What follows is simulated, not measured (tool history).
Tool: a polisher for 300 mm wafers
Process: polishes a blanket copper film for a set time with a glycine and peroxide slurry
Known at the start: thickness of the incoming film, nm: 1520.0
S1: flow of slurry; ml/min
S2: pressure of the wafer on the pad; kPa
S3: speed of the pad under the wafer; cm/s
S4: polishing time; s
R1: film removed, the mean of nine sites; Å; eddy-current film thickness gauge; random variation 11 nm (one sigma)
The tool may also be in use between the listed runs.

run  hour   S1    S2   S3   S4      R1
  1   0.0  200  15.2  124  124  7616.5
  2   7.1  205  16.5  126  124  8281.3
  3  13.9  205  16.5  126  130  8650.6
  4  21.1  180  16.5  126  130  8533.1
  5  24.3  145  16.5  126  130  8318.2
  6  30.2  145  16.5  126  124  7910.2

The next listed run, before its measurement:
  7  34.7  150  17.9  128  124   ?

{"run 7": {"R1": 8393.0}}
